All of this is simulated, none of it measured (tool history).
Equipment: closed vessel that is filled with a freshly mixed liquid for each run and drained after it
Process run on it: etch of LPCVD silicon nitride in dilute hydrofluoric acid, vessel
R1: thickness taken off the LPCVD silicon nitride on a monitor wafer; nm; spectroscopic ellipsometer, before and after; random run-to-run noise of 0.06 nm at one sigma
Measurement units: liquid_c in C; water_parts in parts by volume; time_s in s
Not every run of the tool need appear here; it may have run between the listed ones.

{"run": 1, "hour": 0.0, "liquid_c": 20.0, "water_parts": 80, "time_s": 1780, "R1": 8.4898}
{"run": 2, "hour": 1.7, "liquid_c": 21.0, "water_parts": 80, "time_s": 1780, "R1": 9.2437}
{"run": 3, "hour": 10.0, "liquid_c": 21.0, "water_parts": 110, "time_s": 1780, "R1": 6.7326}
{"run": 4, "hour": 11.9, "liquid_c": 18.0, "water_parts": 110, "time_s": 1780, "R1": 5.5293}
{"run": 5, "hour": 20.6, "liquid_c": 17.0, "water_parts": 110, "time_s": 1780, "R1": 5.1366}
{"run": 6, "hour": 23.0, "liquid_c": 17.0, "water_parts": 135, "time_s": 1780, "R1": 4.2011}
{"run": 7, "hour": 27.3, "liquid_c": 20.5, "water_parts": 125, "time_s": 1780, "R1": 5.7232}
{"run": 8, "hour": 30.2, "liquid_c": 20.5, "water_parts": 125, "time_s": 1780, "R1": 5.7229}
{"run": 9, "hour": 36.4, "liquid_c": 23.0, "water_parts": 115, "time_s": 1780, "R1": 7.2639}

What will run 10 give?
{"run": 10, "hour": 41.3, "liquid_c": 23.0, "water_parts": 115, "time_s": 1780, "R1": "?"}

R1: 7.3079 nm
